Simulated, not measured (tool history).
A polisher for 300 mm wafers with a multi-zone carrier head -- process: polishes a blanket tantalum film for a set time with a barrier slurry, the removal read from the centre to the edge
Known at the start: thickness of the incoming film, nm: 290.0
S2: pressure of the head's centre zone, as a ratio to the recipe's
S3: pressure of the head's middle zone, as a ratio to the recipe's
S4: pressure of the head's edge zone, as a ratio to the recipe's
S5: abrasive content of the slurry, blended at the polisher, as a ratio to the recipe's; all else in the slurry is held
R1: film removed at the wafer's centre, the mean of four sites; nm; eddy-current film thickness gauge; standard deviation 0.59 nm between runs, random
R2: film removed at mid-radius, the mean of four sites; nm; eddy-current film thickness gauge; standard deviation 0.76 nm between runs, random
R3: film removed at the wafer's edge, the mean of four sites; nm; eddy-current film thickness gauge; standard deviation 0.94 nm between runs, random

{"run": 1, "hour": 0.0, "flow of slurry (ml/min)": 250, "S2": 1.0, "S3": 1.0, "S4": 1.0, "S5": 1.0, "polishing time (s)": 57, "R1": 74.879, "R2": 73.305, "R3": 74.559}
{"run": 2, "hour": 5.6, "flow of slurry (ml/min)": 205, "S2": 1.0, "S3": 1.0, "S4": 1.0, "S5": 1.0, "polishing time (s)": 57, "R1": 72.796, "R2": 73.872, "R3": 73.224}
{"run": 3, "hour": 9.3, "flow of slurry (ml/min)": 205, "S2": 1.0, "S3": 1.0, "S4": 1.0, "S5": 1.2, "polishing time (s)": 57, "R1": 77.333, "R2": 77.748, "R3": 78.012}
{"run": 4, "hour": 17.3, "flow of slurry (ml/min)": 205, "S2": 1.0, "S3": 1.0, "S4": 0.96, "S5": 1.2, "polishing time (s)": 57, "R1": 77.666, "R2": 78.379, "R3": 77.027}
{"run": 5, "hour": 25.2, "flow of slurry (ml/min)": 205, "S2": 1.0, "S3": 1.0, "S4": 0.96, "S5": 1.05, "polishing time (s)": 57, "R1": 75.245, "R2": 74.903, "R3": 72.771}
{"run": 6, "hour": 29.6, "flow of slurry (ml/min)": 265, "S2": 1.0, "S3": 1.0, "S4": 0.96, "S5": 1.05, "polishing time (s)": 57, "R1": 78.019, "R2": 75.743, "R3": 75.398}
{"run": 7, "hour": 36.4, "flow of slurry (ml/min)": 290, "S2": 1.09, "S3": 0.9, "S4": 0.98, "S5": 0.8, "polishing time (s)": 55, "R1": 73.925, "R2": 61.768, "R3": 67.196}
{"run": 8, "hour": 40.9, "flow of slurry (ml/min)": 290, "S2": 1.09, "S3": 0.9, "S4": 0.98, "S5": 0.8, "polishing time (s)": 55, "R1": 72.883, "R2": 62.123, "R3": 67.314}

Expected results for the next run?
{"run": 9, "hour": 42.4, "flow of slurry (ml/min)": 300, "S2": 1.11, "S3": 0.87, "S4": 1.0, "S5": 0.8, "polishing time (s)": 55, "R1": "?", "R2": "?", "R3": "?"}

Run 9 gave R1 75.421 nm, R2 59.493 nm, R3 66.995 nm.
